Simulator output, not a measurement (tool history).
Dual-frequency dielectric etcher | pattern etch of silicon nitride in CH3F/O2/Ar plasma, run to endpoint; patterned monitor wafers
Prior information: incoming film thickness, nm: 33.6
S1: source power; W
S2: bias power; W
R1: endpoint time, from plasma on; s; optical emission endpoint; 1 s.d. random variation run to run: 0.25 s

run  hour   S1  S2      R1
  1   0.0  370  65  50.896
  2   2.8  380  65  50.870
  3   4.1  390  66  50.388
  4   9.8  400  67  50.105
  5  15.6  400  63  50.529
  6  23.6  410  64  50.480

Run 7 has not been measured yet. What should we expect?
  7  25.1  420  66   ?

Run 7 gave R1 49.507 s.

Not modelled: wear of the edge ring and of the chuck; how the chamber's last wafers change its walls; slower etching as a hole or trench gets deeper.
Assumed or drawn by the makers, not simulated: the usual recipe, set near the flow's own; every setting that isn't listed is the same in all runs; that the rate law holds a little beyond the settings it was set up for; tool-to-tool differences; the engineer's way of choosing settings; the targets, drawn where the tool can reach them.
